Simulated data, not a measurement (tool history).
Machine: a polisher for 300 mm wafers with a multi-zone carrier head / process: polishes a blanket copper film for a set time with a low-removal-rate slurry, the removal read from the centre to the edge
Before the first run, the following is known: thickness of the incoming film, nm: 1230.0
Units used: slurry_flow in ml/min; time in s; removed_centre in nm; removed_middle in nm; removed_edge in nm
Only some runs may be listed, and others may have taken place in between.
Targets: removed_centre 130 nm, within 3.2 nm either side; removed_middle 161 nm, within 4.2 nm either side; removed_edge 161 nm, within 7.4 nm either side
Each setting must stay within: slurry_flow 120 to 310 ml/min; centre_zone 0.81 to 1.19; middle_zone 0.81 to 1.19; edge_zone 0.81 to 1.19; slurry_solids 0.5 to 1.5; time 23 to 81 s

Run 1, hour 0: slurry_flow 200 ml/min, centre_zone 1, middle_zone 1, edge_zone 1, slurry_solids 1, time 52 s. Result: removed_centre 125.29 nm, removed_middle 127.14 nm, removed_edge 123.26 nm.
Run 2, hour 3.2: slurry_flow 210 ml/min, centre_zone 0.96, middle_zone 1.02, edge_zone 1.06, slurry_solids 1.15, time 53 s. Result: removed_centre 126.57 nm, removed_middle 136.71 nm, removed_edge 133.48 nm.
Run 3, hour 10.9: slurry_flow 175 ml/min, centre_zone 0.96, middle_zone 1.02, edge_zone 1.06, slurry_solids 1.15, time 53 s. Result: removed_centre 124.23 nm, removed_middle 132.95 nm, removed_edge 131.47 nm.
Run 4, hour 12.4: slurry_flow 175 ml/min, centre_zone 0.96, middle_zone 1.02, edge_zone 1.06, slurry_solids 1.35, time 53 s. Result: removed_centre 125.87 nm, removed_middle 136.53 nm, removed_edge 137.4 nm.
Run 5, hour 20.1: slurry_flow 130 ml/min, centre_zone 0.96, middle_zone 1.02, edge_zone 1.06, slurry_solids 1.35, time 53 s. Result: removed_centre 117.26 nm, removed_middle 127.18 nm, removed_edge 127.64 nm.
Run 6, hour 27.5: slurry_flow 165 ml/min, centre_zone 0.94, middle_zone 1.04, edge_zone 1.1, slurry_solids 1.4, time 53 s. Result: removed_centre 125.24 nm, removed_middle 137.06 nm, removed_edge 137.33 nm.
Run 7, hour 31.4: slurry_flow 185 ml/min, centre_zone 0.9, middle_zone 1.05, edge_zone 1.12, slurry_solids 1.45, time 54 s. Result: removed_centre 127.43 nm, removed_middle 146.68 nm, removed_edge 142 nm.
Run 8, hour 32.6: slurry_flow 185 ml/min, centre_zone 0.87, middle_zone 1.05, edge_zone 1.14, slurry_solids 1.45, time 56 s. Result: removed_centre 125.96 nm, removed_middle 151.49 nm, removed_edge 152.39 nm.
Run 9, hour 34.9: slurry_flow 195 ml/min, centre_zone 0.86, middle_zone 1.06, edge_zone 1.15, slurry_solids 1.45, time 56 s. Result: removed_centre 124.55 nm, removed_middle 153.33 nm, removed_edge 148.27 nm.
Run 10, hour 40.3: slurry_flow 200 ml/min, centre_zone 0.85, middle_zone 1.05, edge_zone 1.16, slurry_solids 1.45, time 57 s. Result: removed_centre 129.2 nm, removed_middle 156.53 nm, removed_edge 158.98 nm.

Which one of the following 4 next-run settings gets every result inside its allowed miss? There is exactly one.
Run A, hour 45.7: slurry_flow 230 ml/min, centre_zone 0.92, middle_zone 1.17, edge_zone 1.07, slurry_solids 1.5, time 52 s. Result: removed_centre ?, removed_middle ?, removed_edge ?.
Run B, hour 45.7: slurry_flow 145 ml/min, centre_zone 0.87, middle_zone 1.09, edge_zone 1.17, slurry_solids 1.5, time 60 s. Result: removed_centre ?, removed_middle ?, removed_edge ?.
Run C, hour 45.7: slurry_flow 165 ml/min, centre_zone 0.83, middle_zone 1.08, edge_zone 1.09, slurry_solids 1.45, time 62 s. Result: removed_centre ?, removed_middle ?, removed_edge ?.
Run D, hour 45.7: slurry_flow 215 ml/min, centre_zone 0.88, middle_zone 1.12, edge_zone 1.12, slurry_solids 1.5, time 59 s. Result: removed_centre ?, removed_middle ?, removed_edge ?.

move  removed_centre  removed_middle  removed_edge
   A          128.67          160.85        142.53
   B           128.4           161.7        162.17
   C          130.09          169.39        163.68
   D          138.56          174.74        164.42
A: the worst result of the last run now meets its target, but another is out of spec
B: every result within its allowed miss
C: pushes the last run's worst result past its target
D: pushes the last run's worst result past its target
The right move is B.
